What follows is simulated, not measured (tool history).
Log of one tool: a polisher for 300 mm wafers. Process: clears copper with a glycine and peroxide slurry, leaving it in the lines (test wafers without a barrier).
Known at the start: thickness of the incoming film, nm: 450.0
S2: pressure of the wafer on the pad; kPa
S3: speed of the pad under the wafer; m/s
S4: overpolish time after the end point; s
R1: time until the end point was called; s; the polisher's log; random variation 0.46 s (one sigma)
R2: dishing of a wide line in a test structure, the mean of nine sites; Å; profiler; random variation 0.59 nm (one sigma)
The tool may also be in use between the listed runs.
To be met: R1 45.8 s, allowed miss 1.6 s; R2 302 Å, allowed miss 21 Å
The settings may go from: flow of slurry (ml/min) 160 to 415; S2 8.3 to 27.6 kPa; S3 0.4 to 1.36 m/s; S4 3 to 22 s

Run 1, hour 0: flow of slurry (ml/min) 265, S2 17.9 kPa, S3 0.88 m/s, S4 11 s. Result: R1 73.274 s, R2 340.55 Å.
Run 2, hour 8: flow of slurry (ml/min) 265, S2 19.3 kPa, S3 0.88 m/s, S4 10 s. Result: R1 68.974 s, R2 324.39 Å.
Run 3, hour 8.8: flow of slurry (ml/min) 265, S2 20.7 kPa, S3 0.88 m/s, S4 9 s. Result: R1 67.193 s, R2 325.44 Å.
Run 4, hour 15.3: flow of slurry (ml/min) 265, S2 20.7 kPa, S3 0.88 m/s, S4 5 s. Result: R1 66.61 s, R2 202.02 Å.
Run 5, hour 19.9: flow of slurry (ml/min) 265, S2 22.1 kPa, S3 0.9 m/s, S4 5 s. Result: R1 62.246 s, R2 209.59 Å.
Run 6, hour 26.2: flow of slurry (ml/min) 265, S2 22.1 kPa, S3 0.9 m/s, S4 9 s. Result: R1 63.255 s, R2 330.77 Å.
Run 7, hour 27: flow of slurry (ml/min) 265, S2 22.8 kPa, S3 0.92 m/s, S4 8 s. Result: R1 60.32 s, R2 304.43 Å.
Run 8, hour 33.8: flow of slurry (ml/min) 265, S2 22.8 kPa, S3 0.92 m/s, S4 8 s. Result: R1 60.404 s, R2 307.5 Å.

5 next moves are on the table. One of them brings every result within its allowed miss. Which?
Run A, hour 40.6: flow of slurry (ml/min) 255, S2 24.1 kPa, S3 1.22 m/s, S4 6 s. Result: R1 ?, R2 ?.
Run B, hour 40.6: flow of slurry (ml/min) 255, S2 27.6 kPa, S3 1.26 m/s, S4 6 s. Result: R1 ?, R2 ?.
Run C, hour 40.6: flow of slurry (ml/min) 255, S2 24.1 kPa, S3 0.72 m/s, S4 9 s. Result: R1 ?, R2 ?.
Run D, hour 40.6: flow of slurry (ml/min) 245, S2 17.9 kPa, S3 0.68 m/s, S4 11 s. Result: R1 ?, R2 ?.
Run E, hour 40.6: flow of slurry (ml/min) 290, S2 20 kPa, S3 0.84 m/s, S4 10 s. Result: R1 ?, R2 ?.

move      R1      R2
   A   46.61  293.32
   B  41.353  320.71
   C  72.422  289.98
   D  90.153  285.73
   E  70.755  316.68
A: meets every target
B: takes the result that was furthest off past its target
C: further off than the last run
D: further off than the last run
E: further off than the last run
Answer: A

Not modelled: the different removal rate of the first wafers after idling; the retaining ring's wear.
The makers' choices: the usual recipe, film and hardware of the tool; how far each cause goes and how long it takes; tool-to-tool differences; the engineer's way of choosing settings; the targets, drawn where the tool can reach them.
